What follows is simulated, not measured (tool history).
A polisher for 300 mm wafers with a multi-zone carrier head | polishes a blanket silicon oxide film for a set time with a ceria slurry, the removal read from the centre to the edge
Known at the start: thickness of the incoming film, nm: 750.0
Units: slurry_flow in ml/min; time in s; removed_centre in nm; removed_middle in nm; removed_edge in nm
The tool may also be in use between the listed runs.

{"run": 1, "day": 0.0, "slurry_flow": 310, "centre_zone": 1, "middle_zone": 1, "edge_zone": 1, "time": 32, "removed_centre": 95.238, "removed_middle": 96.386, "removed_edge": 95.429}
{"run": 2, "day": 0.071, "slurry_flow": 235, "centre_zone": 1, "middle_zone": 1, "edge_zone": 1, "time": 32, "removed_centre": 92.797, "removed_middle": 93.426, "removed_edge": 94.389}
{"run": 3, "day": 0.208, "slurry_flow": 235, "centre_zone": 1, "middle_zone": 1, "edge_zone": 1.04, "time": 32, "removed_centre": 94.698, "removed_middle": 93.327, "removed_edge": 94.009}
{"run": 4, "day": 0.525, "slurry_flow": 240, "centre_zone": 0.97, "middle_zone": 1.01, "edge_zone": 1.03, "time": 31, "removed_centre": 89.795, "removed_middle": 91.935, "removed_edge": 93.354}
{"run": 5, "day": 0.829, "slurry_flow": 300, "centre_zone": 0.97, "middle_zone": 1.01, "edge_zone": 1.03, "time": 31, "removed_centre": 91.726, "removed_middle": 93.426, "removed_edge": 94.428}
{"run": 6, "day": 1.042, "slurry_flow": 300, "centre_zone": 0.97, "middle_zone": 1.01, "edge_zone": 1.08, "time": 31, "removed_centre": 90.343, "removed_middle": 93.496, "removed_edge": 96.496}
{"run": 7, "day": 1.362, "slurry_flow": 305, "centre_zone": 0.94, "middle_zone": 1.02, "edge_zone": 1.07, "time": 30, "removed_centre": 85.824, "removed_middle": 91.602, "removed_edge": 92.336}
{"run": 8, "day": 1.417, "slurry_flow": 305, "centre_zone": 0.92, "middle_zone": 1.03, "edge_zone": 1.07, "time": 29, "removed_centre": 79.099, "removed_middle": 88.66, "removed_edge": 89.269}
{"run": 9, "day": 1.758, "slurry_flow": 300, "centre_zone": 0.9, "middle_zone": 1.03, "edge_zone": 1.05, "time": 29, "removed_centre": 77.951, "removed_middle": 90.057, "removed_edge": 87.441}
{"run": 10, "day": 2.079, "slurry_flow": 295, "centre_zone": 0.88, "middle_zone": 1.02, "edge_zone": 1.05, "time": 29, "removed_centre": 76.248, "removed_middle": 88.226, "removed_edge": 87.772}
{"run": 11, "day": 2.175, "slurry_flow": 290, "centre_zone": 0.87, "middle_zone": 1.02, "edge_zone": 1.04, "time": 29, "removed_centre": 76.03, "removed_middle": 87.38, "removed_edge": 87.381}
{"run": 12, "day": 2.546, "slurry_flow": 285, "centre_zone": 0.86, "middle_zone": 1.02, "edge_zone": 1.04, "time": 29, "removed_centre": 73.621, "removed_middle": 87.571, "removed_edge": 86.551}
{"run": 13, "day": 2.733, "slurry_flow": 280, "centre_zone": 0.85, "middle_zone": 1.02, "edge_zone": 1.03, "time": 29, "removed_centre": 74.84, "removed_middle": 88.225, "removed_edge": 87.683}
{"run": 14, "day": 3.092, "slurry_flow": 280, "centre_zone": 0.84, "middle_zone": 1.02, "edge_zone": 1.03, "time": 28, "removed_centre": 69.914, "removed_middle": 85.076, "removed_edge": 84.476}
{"run": 15, "day": 3.442, "slurry_flow": 280, "centre_zone": 0.84, "middle_zone": 1.02, "edge_zone": 1.02, "time": 28, "removed_centre": 67.74, "removed_middle": 85.409, "removed_edge": 83.699}
{"run": 16, "day": 3.575, "slurry_flow": 280, "centre_zone": 0.85, "middle_zone": 1.02, "edge_zone": 1.01, "time": 28, "removed_centre": 72.109, "removed_middle": 85.804, "removed_edge": 84.13}
{"run": 17, "day": 3.946, "slurry_flow": 275, "centre_zone": 0.84, "middle_zone": 1.02, "edge_zone": 1.01, "time": 28, "removed_centre": 71.033, "removed_middle": 85.399, "removed_edge": 82.971}
{"run": 18, "day": 4.088, "slurry_flow": 275, "centre_zone": 0.83, "middle_zone": 1.02, "edge_zone": 1.01, "time": 28, "removed_centre": 68.107, "removed_middle": 84.977, "removed_edge": 81.611}
{"run": 19, "day": 4.283, "slurry_flow": 270, "centre_zone": 0.83, "middle_zone": 1.01, "edge_zone": 1, "time": 28, "removed_centre": 68.966, "removed_middle": 83.574, "removed_edge": 82.649}
{"run": 20, "day": 4.438, "slurry_flow": 265, "centre_zone": 0.83, "middle_zone": 1.01, "edge_zone": 0.99, "time": 28, "removed_centre": 68.075, "removed_middle": 84.415, "removed_edge": 84.038}
{"run": 21, "day": 4.483, "slurry_flow": 290, "centre_zone": 0.84, "middle_zone": 1.01, "edge_zone": 0.92, "time": 26, "removed_centre": 64.455, "removed_middle": 79.14, "removed_edge": 73.674}

Run 22 comes next. What will it give?
{"run": 22, "day": 4.512, "slurry_flow": 290, "centre_zone": 0.84, "middle_zone": 1.01, "edge_zone": 0.92, "time": 26, "removed_centre": "?", "removed_middle": "?", "removed_edge": "?"}

{"run 22": {"removed_centre": 65.933, "removed_middle": 78.895, "removed_edge": 74.688}}
